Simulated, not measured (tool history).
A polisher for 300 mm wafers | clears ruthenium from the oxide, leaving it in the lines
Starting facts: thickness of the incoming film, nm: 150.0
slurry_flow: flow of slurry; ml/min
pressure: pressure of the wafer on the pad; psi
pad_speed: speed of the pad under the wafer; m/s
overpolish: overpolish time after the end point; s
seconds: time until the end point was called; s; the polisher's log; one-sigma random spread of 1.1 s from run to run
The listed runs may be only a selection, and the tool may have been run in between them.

run 1 hour=0 | slurry_flow=150 pressure=2.6 pad_speed=1.08 overpolish=4 | seconds=78.053
run 2 hour=0.6 | slurry_flow=150 pressure=2.5 pad_speed=1.08 overpolish=4 | seconds=82.097
run 3 hour=4.3 | slurry_flow=175 pressure=2.5 pad_speed=1.08 overpolish=4 | seconds=80.324
run 4 hour=10.6 | slurry_flow=175 pressure=2.4 pad_speed=1.08 overpolish=4 | seconds=83.087
run 5 hour=17.4 | slurry_flow=175 pressure=2.4 pad_speed=1.34 overpolish=4 | seconds=67.571
run 6 hour=20.2 | slurry_flow=200 pressure=2.4 pad_speed=1.34 overpolish=4 | seconds=67.712

What will run 7 give?
run 7 hour=23.4 | slurry_flow=200 pressure=2.2 pad_speed=1.34 overpolish=4 | seconds=?

{"run 7": {"seconds": 71.597}}
